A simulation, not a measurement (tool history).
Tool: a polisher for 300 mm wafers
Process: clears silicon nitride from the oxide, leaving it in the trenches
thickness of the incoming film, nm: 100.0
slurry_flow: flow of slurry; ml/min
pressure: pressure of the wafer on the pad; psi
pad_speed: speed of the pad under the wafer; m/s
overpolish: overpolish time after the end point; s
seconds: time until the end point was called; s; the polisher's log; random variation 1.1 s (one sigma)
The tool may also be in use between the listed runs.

run 1 day=0 | slurry_flow=245 pressure=3.2 pad_speed=0.92 overpolish=16 | seconds=106.56
run 2 day=0.071 | slurry_flow=245 pressure=3.2 pad_speed=0.92 overpolish=16 | seconds=106.51
run 3 day=0.317 | slurry_flow=190 pressure=3.2 pad_speed=0.92 overpolish=16 | seconds=106.87
run 4 day=0.588 | slurry_flow=190 pressure=3.2 pad_speed=1.02 overpolish=16 | seconds=101.04
run 5 day=0.621 | slurry_flow=190 pressure=3.2 pad_speed=1.12 overpolish=16 | seconds=88.281
run 6 day=0.646 | slurry_flow=150 pressure=3.2 pad_speed=1.12 overpolish=16 | seconds=93.668

Run 7 comes next. What will it give?
run 7 day=0.996 | slurry_flow=155 pressure=3.4 pad_speed=1.12 overpolish=16 | seconds=?

seconds: 87.25 s

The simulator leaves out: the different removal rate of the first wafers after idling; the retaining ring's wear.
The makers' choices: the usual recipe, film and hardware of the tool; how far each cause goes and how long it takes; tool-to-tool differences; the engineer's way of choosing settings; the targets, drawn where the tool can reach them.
